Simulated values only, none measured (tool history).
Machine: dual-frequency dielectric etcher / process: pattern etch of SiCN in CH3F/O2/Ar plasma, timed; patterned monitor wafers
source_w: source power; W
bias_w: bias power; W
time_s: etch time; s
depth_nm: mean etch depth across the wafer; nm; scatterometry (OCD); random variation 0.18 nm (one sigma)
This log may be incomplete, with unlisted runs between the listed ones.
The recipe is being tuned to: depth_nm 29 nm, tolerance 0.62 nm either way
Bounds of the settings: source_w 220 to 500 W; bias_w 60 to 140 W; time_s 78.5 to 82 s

Run 1, hour 0: source_w 360 W, bias_w 100 W, time_s 78.5 s. Result: depth_nm 32.572 nm.
Run 2, hour 8: source_w 360 W, bias_w 100 W, time_s 82 s. Result: depth_nm 34.46 nm.
Run 3, hour 10.5: source_w 360 W, bias_w 100 W, time_s 82 s. Result: depth_nm 34.487 nm.
Run 4, hour 17.8: source_w 360 W, bias_w 112 W, time_s 82 s. Result: depth_nm 36.053 nm.
Run 5, hour 18.3: source_w 340 W, bias_w 109 W, time_s 82 s. Result: depth_nm 34.416 nm.
Run 6, hour 24.7: source_w 330 W, bias_w 108 W, time_s 82 s. Result: depth_nm 34.089 nm.
Run 7, hour 29: source_w 320 W, bias_w 107 W, time_s 82 s. Result: depth_nm 33.96 nm.
Run 8, hour 35.4: source_w 250 W, bias_w 87 W, time_s 80.5 s. Result: depth_nm 27.968 nm.

Exactly one of the 5 candidate moves below puts every result within its allowed miss. Which one?
Run A, hour 41.8: source_w 250 W, bias_w 91 W, time_s 79 s. Result: depth_nm ?.
Run B, hour 41.8: source_w 230 W, bias_w 97 W, time_s 78.5 s. Result: depth_nm ?.
Run C, hour 41.8: source_w 270 W, bias_w 83 W, time_s 79 s. Result: depth_nm ?.
Run D, hour 41.8: source_w 230 W, bias_w 82 W, time_s 82 s. Result: depth_nm ?.
Run E, hour 41.8: source_w 270 W, bias_w 97 W, time_s 79 s. Result: depth_nm ?.

move  depth_nm
   A    27.496
   B    26.977
   C    27.525
   D    26.617
   E    29.008
A: the biggest miss grows against the last run
B: the biggest miss grows against the last run
C: the biggest miss grows against the last run
D: the biggest miss grows against the last run
E: every result within its allowed miss
So the answer is move E, the one that meets all the targets.

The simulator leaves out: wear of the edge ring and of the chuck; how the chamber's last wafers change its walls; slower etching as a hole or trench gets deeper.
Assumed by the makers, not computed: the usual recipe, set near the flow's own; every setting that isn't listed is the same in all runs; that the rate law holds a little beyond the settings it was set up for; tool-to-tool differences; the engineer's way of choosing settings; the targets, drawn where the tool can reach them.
